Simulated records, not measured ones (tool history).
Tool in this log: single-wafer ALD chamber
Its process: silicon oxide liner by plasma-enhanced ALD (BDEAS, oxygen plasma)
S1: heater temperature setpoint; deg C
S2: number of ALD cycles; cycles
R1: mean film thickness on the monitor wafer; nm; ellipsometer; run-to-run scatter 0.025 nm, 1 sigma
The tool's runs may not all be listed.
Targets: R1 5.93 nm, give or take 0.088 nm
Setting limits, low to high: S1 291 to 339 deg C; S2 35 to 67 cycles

Run 1, hour 0: S1 315 deg C, S2 51 cycles. Result: R1 4.8617 nm.
Run 2, hour 4.1: S1 314 deg C, S2 54 cycles. Result: R1 5.1676 nm.
Run 3, hour 8.9: S1 314 deg C, S2 50 cycles. Result: R1 4.7938 nm.
Run 4, hour 13: S1 324 deg C, S2 50 cycles. Result: R1 4.7088 nm.
Run 5, hour 19.8: S1 328 deg C, S2 50 cycles. Result: R1 4.681 nm.
Run 6, hour 21.8: S1 328 deg C, S2 44 cycles. Result: R1 4.1252 nm.
Run 7, hour 22.9: S1 325 deg C, S2 49 cycles. Result: R1 4.6195 nm.
Run 8, hour 26: S1 324 deg C, S2 53 cycles. Result: R1 4.9904 nm.
Run 9, hour 29.5: S1 322 deg C, S2 56 cycles. Result: R1 5.2912 nm.
Run 10, hour 37: S1 320 deg C, S2 58 cycles. Result: R1 5.5072 nm.
Run 11, hour 43.6: S1 318 deg C, S2 59 cycles. Result: R1 5.5698 nm.
Run 12, hour 46.6: S1 316 deg C, S2 60 cycles. Result: R1 5.7143 nm.
Run 13, hour 55.5: S1 315 deg C, S2 61 cycles. Result: R1 5.8405 nm.

Consider the 5 candidate settings below. Which is the only one whose results all fall within their allowed miss of target?
Run A, hour 64.4: S1 336 deg C, S2 62 cycles. Result: R1 ?.
Run B, hour 64.4: S1 315 deg C, S2 58 cycles. Result: R1 ?.
Run C, hour 64.4: S1 331 deg C, S2 62 cycles. Result: R1 ?.
Run D, hour 64.4: S1 311 deg C, S2 62 cycles. Result: R1 ?.
Run E, hour 64.4: S1 315 deg C, S2 60 cycles. Result: R1 ?.

move      R1
   A  5.7495
   B  5.5689
   C  5.7979
   D  5.9917
   E  5.7609
A: moves away from the targets compared with the last run
B: moves away from the targets compared with the last run
C: moves away from the targets compared with the last run
D: every result lands within tolerance
E: moves away from the targets compared with the last run
D is the move that brings every result within its allowed miss.
